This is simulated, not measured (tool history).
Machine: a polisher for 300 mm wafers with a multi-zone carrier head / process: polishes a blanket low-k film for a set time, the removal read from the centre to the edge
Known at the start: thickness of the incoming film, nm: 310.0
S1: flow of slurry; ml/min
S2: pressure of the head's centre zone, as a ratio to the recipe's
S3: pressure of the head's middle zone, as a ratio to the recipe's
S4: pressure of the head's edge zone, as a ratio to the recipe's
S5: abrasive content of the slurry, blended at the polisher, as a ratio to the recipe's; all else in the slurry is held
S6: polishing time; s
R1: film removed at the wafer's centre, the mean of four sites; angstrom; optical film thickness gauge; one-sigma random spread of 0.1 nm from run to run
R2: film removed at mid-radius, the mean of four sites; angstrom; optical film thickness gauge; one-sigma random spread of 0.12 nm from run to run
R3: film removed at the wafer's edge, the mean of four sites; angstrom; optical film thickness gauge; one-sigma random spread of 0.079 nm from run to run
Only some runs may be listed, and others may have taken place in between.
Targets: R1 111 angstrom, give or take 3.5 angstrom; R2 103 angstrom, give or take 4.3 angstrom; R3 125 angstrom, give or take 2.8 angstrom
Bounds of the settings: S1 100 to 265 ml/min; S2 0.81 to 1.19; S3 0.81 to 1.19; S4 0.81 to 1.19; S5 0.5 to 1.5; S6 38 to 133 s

{"run": 1, "hour": 0.0, "S1": 170, "S2": 1, "S3": 1, "S4": 1, "S5": 1, "S6": 85, "R1": 244.95, "R2": 238.28, "R3": 247.09}
{"run": 2, "hour": 8.6, "S1": 170, "S2": 1, "S3": 1, "S4": 1, "S5": 1, "S6": 68, "R1": 189.19, "R2": 191.37, "R3": 196.12}
{"run": 3, "hour": 14.7, "S1": 170, "S2": 0.95, "S3": 1, "S4": 1, "S5": 1, "S6": 68, "R1": 184.17, "R2": 188.83, "R3": 194.93}
{"run": 4, "hour": 18.2, "S1": 155, "S2": 0.92, "S3": 0.95, "S4": 0.98, "S5": 0.85, "S6": 65, "R1": 148.55, "R2": 149.25, "R3": 161.43}
{"run": 5, "hour": 25.2, "S1": 155, "S2": 0.92, "S3": 0.95, "S4": 0.98, "S5": 1, "S6": 65, "R1": 171.89, "R2": 172.37, "R3": 183.41}
{"run": 6, "hour": 32.6, "S1": 155, "S2": 0.92, "S3": 0.91, "S4": 0.98, "S5": 1, "S6": 65, "R1": 166.8, "R2": 166.61, "R3": 184.95}
{"run": 7, "hour": 34.0, "S1": 140, "S2": 0.91, "S3": 0.88, "S4": 0.96, "S5": 0.9, "S6": 65, "R1": 152.1, "R2": 148.57, "R3": 165.43}
{"run": 8, "hour": 38.4, "S1": 135, "S2": 0.91, "S3": 0.86, "S4": 0.97, "S5": 0.8, "S6": 65, "R1": 136.49, "R2": 129.4, "R3": 150.29}
{"run": 9, "hour": 46.9, "S1": 125, "S2": 0.9, "S3": 0.85, "S4": 0.97, "S5": 0.75, "S6": 65, "R1": 122.68, "R2": 117.33, "R3": 139.6}
{"run": 10, "hour": 54.3, "S1": 120, "S2": 0.9, "S3": 0.84, "S4": 0.96, "S5": 0.75, "S6": 65, "R1": 122.6, "R2": 112.46, "R3": 136.96}
{"run": 11, "hour": 59.1, "S1": 120, "S2": 0.9, "S3": 0.84, "S4": 0.96, "S5": 0.75, "S6": 65, "R1": 120.96, "R2": 118.3, "R3": 137.69}

Exercise: of the 5 proposed moves below, exactly one satisfies all targets within the stated allowed misses. Which move is it?
{"run": "A", "hour": 63.9, "S1": 120, "S2": 0.91, "S3": 0.81, "S4": 1.02, "S5": 0.85, "S6": 55, "R1": "?", "R2": "?", "R3": "?"}
{"run": "B", "hour": 63.9, "S1": 105, "S2": 0.85, "S3": 1.15, "S4": 0.81, "S5": 0.65, "S6": 75, "R1": "?", "R2": "?", "R3": "?"}
{"run": "C", "hour": 63.9, "S1": 120, "S2": 0.92, "S3": 0.83, "S4": 1, "S5": 0.85, "S6": 52, "R1": "?", "R2": "?", "R3": "?"}
{"run": "D", "hour": 63.9, "S1": 205, "S2": 0.91, "S3": 0.9, "S4": 0.97, "S5": 0.9, "S6": 56, "R1": "?", "R2": "?", "R3": "?"}
{"run": "E", "hour": 63.9, "S1": 100, "S2": 0.82, "S3": 0.83, "S4": 1.06, "S5": 0.9, "S6": 58, "R1": "?", "R2": "?", "R3": "?"}

move=A R1=117.64 R2=107.88 R3=134.4
move=B R1=109.49 R2=136.25 R3=120.79
move=C R1=112.21 R2=103.68 R3=125.88
move=D R1=142.49 R2=138.36 R3=151.78
move=E R1=112.09 R2=114.37 R3=145.32
A: gains on the last run, yet a result remains outside its allowed miss
B: carries the result that was furthest off beyond its target, to the other side
C: each result inside its tolerance
D: moves away from the targets compared with the last run
E: moves away from the targets compared with the last run
So the answer is move C, the one that meets all the targets.
